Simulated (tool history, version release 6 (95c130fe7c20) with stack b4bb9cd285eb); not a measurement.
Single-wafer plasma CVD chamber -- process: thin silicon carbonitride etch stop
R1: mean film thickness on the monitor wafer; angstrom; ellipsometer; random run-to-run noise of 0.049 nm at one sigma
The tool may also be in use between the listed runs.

run 1 hour=0.0 | RF_power_(W)=165 deposition_time_(s)=13.4 | R1=73.680
run 2 hour=6.4 | RF_power_(W)=145 deposition_time_(s)=13.4 | R1=71.489
run 3 hour=8.3 | RF_power_(W)=150 deposition_time_(s)=13.6 | R1=73.265
run 4 hour=16.2 | RF_power_(W)=150 deposition_time_(s)=12.2 | R1=65.912
run 5 hour=23.6 | RF_power_(W)=155 deposition_time_(s)=12.6 | R1=68.215
run 6 hour=31.2 | RF_power_(W)=145 deposition_time_(s)=12.6 | R1=67.454
run 7 hour=33.6 | RF_power_(W)=150 deposition_time_(s)=13.0 | R1=69.308
run 8 hour=35.4 | RF_power_(W)=155 deposition_time_(s)=13.3 | R1=71.991
run 9 hour=39.2 | RF_power_(W)=180 deposition_time_(s)=14.1 | R1=78.535

What will run 10 give?
run 10 hour=47.4 | RF_power_(W)=180 deposition_time_(s)=14.2 | R1=?

{"run 10": {"R1": 78.565}}
